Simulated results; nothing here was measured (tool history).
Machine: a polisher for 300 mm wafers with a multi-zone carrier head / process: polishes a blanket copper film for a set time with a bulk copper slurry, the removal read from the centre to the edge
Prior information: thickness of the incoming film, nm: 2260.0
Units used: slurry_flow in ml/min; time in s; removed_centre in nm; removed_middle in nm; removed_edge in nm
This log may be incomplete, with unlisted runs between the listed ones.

run  hour  slurry_flow  centre_zone  middle_zone  edge_zone  slurry_solids  time  removed_centre  removed_middle  removed_edge
  1     0          260            1            1          1              1    90          549.14          513.28        565.53
  2   8.8          260            1         0.96          1              1    90          543.92          512.88        547.41
  3  12.8          250            1         0.95       1.04           0.85    86          508.63          464.39         524.9
  4  14.5          250            1         0.95       0.96           0.85    86             499          467.32        505.63
  5  17.2          245         0.98         0.92       0.97           0.75    84          472.77          429.61        467.07
  6  25.2          280         0.98         0.92       0.97           0.75    84          477.14          426.41        483.46
  7  29.2          280         0.94          0.9       0.96            0.7    84          460.41          430.12        479.08
  8  30.5          280         0.94          0.9       0.96            0.7    84          461.63          426.11        498.12

The next listed run, before its measurement:
     32.8  -- edge zone pressure recalibrated
  9  32.8          270         0.93         0.89       0.95           0.65    83               ?               ?             ?

For run 9 the tool returned removed_centre 436.86 nm, removed_middle 409.14 nm, removed_edge 455.71 nm.
